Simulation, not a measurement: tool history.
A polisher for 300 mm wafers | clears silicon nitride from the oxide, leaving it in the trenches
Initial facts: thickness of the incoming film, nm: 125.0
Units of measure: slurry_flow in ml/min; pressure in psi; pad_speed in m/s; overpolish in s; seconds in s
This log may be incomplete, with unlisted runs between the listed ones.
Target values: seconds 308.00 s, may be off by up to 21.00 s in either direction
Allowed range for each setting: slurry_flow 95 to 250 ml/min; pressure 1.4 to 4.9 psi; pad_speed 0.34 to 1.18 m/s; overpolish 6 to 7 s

Run 1, hour 0.0: slurry_flow 160 ml/min, pressure 3.1 psi, pad_speed 0.76 m/s, overpolish 7 s. Result: seconds 155.04 s.
Run 2, hour 3.9: slurry_flow 145 ml/min, pressure 3.1 psi, pad_speed 0.76 m/s, overpolish 7 s. Result: seconds 163.27 s.
Run 3, hour 5.7: slurry_flow 130 ml/min, pressure 3.1 psi, pad_speed 0.76 m/s, overpolish 7 s. Result: seconds 169.57 s.
Run 4, hour 13.9: slurry_flow 130 ml/min, pressure 3.1 psi, pad_speed 0.76 m/s, overpolish 6 s. Result: seconds 168.53 s.
Run 5, hour 22.4: slurry_flow 125 ml/min, pressure 2.7 psi, pad_speed 0.74 m/s, overpolish 6 s. Result: seconds 195.40 s.
Run 6, hour 24.3: slurry_flow 125 ml/min, pressure 3.4 psi, pad_speed 0.74 m/s, overpolish 6 s. Result: seconds 155.50 s.
Run 7, hour 29.1: slurry_flow 125 ml/min, pressure 3.0 psi, pad_speed 0.72 m/s, overpolish 6 s. Result: seconds 182.75 s.
Run 8, hour 34.9: slurry_flow 125 ml/min, pressure 2.7 psi, pad_speed 0.70 m/s, overpolish 6 s. Result: seconds 199.20 s.
Run 9, hour 44.0: slurry_flow 120 ml/min, pressure 2.4 psi, pad_speed 0.68 m/s, overpolish 6 s. Result: seconds 242.38 s.
Run 10, hour 46.6: slurry_flow 120 ml/min, pressure 2.3 psi, pad_speed 0.68 m/s, overpolish 6 s. Result: seconds 244.56 s.
Run 11, hour 48.5: slurry_flow 120 ml/min, pressure 2.2 psi, pad_speed 0.68 m/s, overpolish 6 s. Result: seconds 247.34 s.
Run 12, hour 54.9: slurry_flow 120 ml/min, pressure 2.2 psi, pad_speed 0.68 m/s, overpolish 6 s. Result: seconds 255.38 s.
Run 13, hour 57.1: slurry_flow 120 ml/min, pressure 2.1 psi, pad_speed 0.68 m/s, overpolish 6 s. Result: seconds 262.68 s.
Run 14, hour 62.5: slurry_flow 120 ml/min, pressure 1.6 psi, pad_speed 0.66 m/s, overpolish 6 s. Result: seconds 333.05 s.

Next run, 4 choices. One meets every target within its allowed miss, the rest don't. Which?
Run A, hour 67.9: slurry_flow 195 ml/min, pressure 1.7 psi, pad_speed 0.62 m/s, overpolish 6 s. Result: seconds ?.
Run B, hour 67.9: slurry_flow 160 ml/min, pressure 1.4 psi, pad_speed 0.64 m/s, overpolish 6 s. Result: seconds ?.
Run C, hour 67.9: slurry_flow 135 ml/min, pressure 1.4 psi, pad_speed 0.68 m/s, overpolish 6 s. Result: seconds ?.
Run D, hour 67.9: slurry_flow 145 ml/min, pressure 1.4 psi, pad_speed 0.62 m/s, overpolish 6 s. Result: seconds ?.

move  seconds
   A   320.55
   B   372.86
   C   362.31
   D   389.26
A: every result lands within tolerance
B: moves away from the targets compared with the last run
C: moves away from the targets compared with the last run
D: moves away from the targets compared with the last run
So the answer is move A, the one that meets all the targets.
